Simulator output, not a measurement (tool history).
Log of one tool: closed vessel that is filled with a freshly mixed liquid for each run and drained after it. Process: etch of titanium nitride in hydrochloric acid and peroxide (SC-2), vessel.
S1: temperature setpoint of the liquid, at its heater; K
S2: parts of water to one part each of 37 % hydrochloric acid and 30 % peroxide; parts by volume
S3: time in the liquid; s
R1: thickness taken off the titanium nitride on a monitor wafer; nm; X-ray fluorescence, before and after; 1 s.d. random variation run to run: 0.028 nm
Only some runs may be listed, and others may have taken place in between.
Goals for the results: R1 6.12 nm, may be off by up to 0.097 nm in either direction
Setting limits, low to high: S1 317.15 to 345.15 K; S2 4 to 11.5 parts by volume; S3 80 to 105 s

run 1 hour=0 | S1=333.15 S2=6.5 S3=105 | R1=7.7981
run 2 hour=8 | S1=332.65 S2=6.5 S3=105 | R1=7.6284
run 3 hour=15.5 | S1=337.15 S2=6.5 S3=105 | R1=10.043
run 4 hour=20.8 | S1=336.15 S2=6.5 S3=105 | R1=9.3447
run 5 hour=29.6 | S1=335.15 S2=6.5 S3=105 | R1=8.7905
run 6 hour=37.3 | S1=340.15 S2=6.5 S3=105 | R1=11.949
run 7 hour=38.3 | S1=338.65 S2=6.5 S3=105 | R1=10.893
run 8 hour=43.2 | S1=337.65 S2=6.5 S3=105 | R1=10.3
run 9 hour=44.9 | S1=336.65 S2=6.5 S3=105 | R1=9.6044
run 10 hour=47.4 | S1=335.65 S2=6.5 S3=105 | R1=9.0982
run 11 hour=52.6 | S1=334.65 S2=6.5 S3=105 | R1=8.5965
run 12 hour=54 | S1=328.15 S2=6.5 S3=105 | R1=5.6803
run 13 hour=63 | S1=328.65 S2=6.5 S3=105 | R1=5.8223

Which single option among these 4 for the next run brings every result within its allowed miss of target? Just one does.
run A hour=72 | S1=324.65 S2=4.5 S3=105 | R1=?
run B hour=72 | S1=332.15 S2=7 S3=90 | R1=?
run C hour=72 | S1=330.15 S2=6.5 S3=100 | R1=?
run D hour=72 | S1=326.65 S2=5 S3=100 | R1=?

move=A R1=5.9086
move=B R1=5.9365
move=C R1=6.1512
move=D R1=5.9586
A: gains on the last run, yet a result remains outside its allowed miss
B: gains on the last run, yet a result remains outside its allowed miss
C: hits every target within its allowed miss
D: gains on the last run, yet a result remains outside its allowed miss
Move C is the one to make.

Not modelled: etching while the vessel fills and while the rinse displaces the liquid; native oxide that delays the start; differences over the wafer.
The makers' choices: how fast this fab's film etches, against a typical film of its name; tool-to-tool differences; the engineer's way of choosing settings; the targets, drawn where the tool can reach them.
